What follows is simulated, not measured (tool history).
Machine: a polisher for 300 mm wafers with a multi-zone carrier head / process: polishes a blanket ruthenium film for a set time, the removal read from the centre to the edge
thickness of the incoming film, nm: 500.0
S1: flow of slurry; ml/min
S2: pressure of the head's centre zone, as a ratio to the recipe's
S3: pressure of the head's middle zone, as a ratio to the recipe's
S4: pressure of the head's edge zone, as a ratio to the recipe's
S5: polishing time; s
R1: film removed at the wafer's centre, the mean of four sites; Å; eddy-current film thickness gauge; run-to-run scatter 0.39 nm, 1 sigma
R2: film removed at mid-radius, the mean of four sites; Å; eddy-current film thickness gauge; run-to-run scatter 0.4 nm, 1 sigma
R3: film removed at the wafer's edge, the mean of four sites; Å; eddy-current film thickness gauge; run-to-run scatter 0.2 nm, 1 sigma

{"run": 1, "hour": 0.0, "S1": 235, "S2": 1, "S3": 1, "S4": 1, "S5": 65, "R1": 592.26, "R2": 659.02, "R3": 631.3}
{"run": 2, "hour": 3.2, "S1": 210, "S2": 0.97, "S3": 0.95, "S4": 0.95, "S5": 55, "R1": 464.06, "R2": 520.66, "R3": 518.38}
{"run": 3, "hour": 10.6, "S1": 190, "S2": 0.98, "S3": 0.92, "S4": 0.91, "S5": 48, "R1": 395.19, "R2": 426.25, "R3": 434.05}
{"run": 4, "hour": 17.2, "S1": 215, "S2": 0.98, "S3": 0.92, "S4": 0.91, "S5": 48, "R1": 421.7, "R2": 448.53, "R3": 447.08}
{"run": 5, "hour": 23.1, "S1": 215, "S2": 0.98, "S3": 0.88, "S4": 0.91, "S5": 48, "R1": 415.5, "R2": 436.08, "R3": 444.52}
{"run": 6, "hour": 25.9, "S1": 215, "S2": 0.98, "S3": 0.88, "S4": 0.91, "S5": 57, "R1": 492.16, "R2": 496.69, "R3": 521.9}
{"run": 7, "hour": 27.0, "S1": 205, "S2": 0.98, "S3": 0.87, "S4": 0.89, "S5": 50, "R1": 432.95, "R2": 444.48, "R3": 450.69}
{"run": 8, "hour": 28.3, "S1": 190, "S2": 0.98, "S3": 0.86, "S4": 0.88, "S5": 45, "R1": 372.3, "R2": 379.5, "R3": 403.67}
{"run": 9, "hour": 33.8, "S1": 185, "S2": 0.99, "S3": 0.87, "S4": 0.86, "S5": 41, "R1": 350.88, "R2": 356.48, "R3": 364.12}
{"hour": 38.3, "done": "centre zone pressure recalibrated"}
{"run": 10, "hour": 38.3, "S1": 175, "S2": 0.99, "S3": 0.87, "S4": 0.85, "S5": 39, "R1": 356.13, "R2": 336.92, "R3": 338.96}
{"run": 11, "hour": 41.6, "S1": 165, "S2": 0.89, "S3": 0.82, "S4": 0.82, "S5": 33, "R1": 273.49, "R2": 266.85, "R3": 281.32}
{"run": 12, "hour": 43.2, "S1": 180, "S2": 0.89, "S3": 0.83, "S4": 0.83, "S5": 33, "R1": 274.29, "R2": 270.74, "R3": 287.5}
{"run": 13, "hour": 48.2, "S1": 225, "S2": 0.91, "S3": 0.9, "S4": 0.85, "S5": 34, "R1": 305.91, "R2": 314.86, "R3": 307.27}

Expected results for the next run?
{"run": 14, "hour": 52.4, "S1": 215, "S2": 0.91, "S3": 0.89, "S4": 0.85, "S5": 34, "R1": "?", "R2": "?", "R3": "?"}

R1: 296.38 Å
R2: 299.99 Å
R3: 300.68 Å
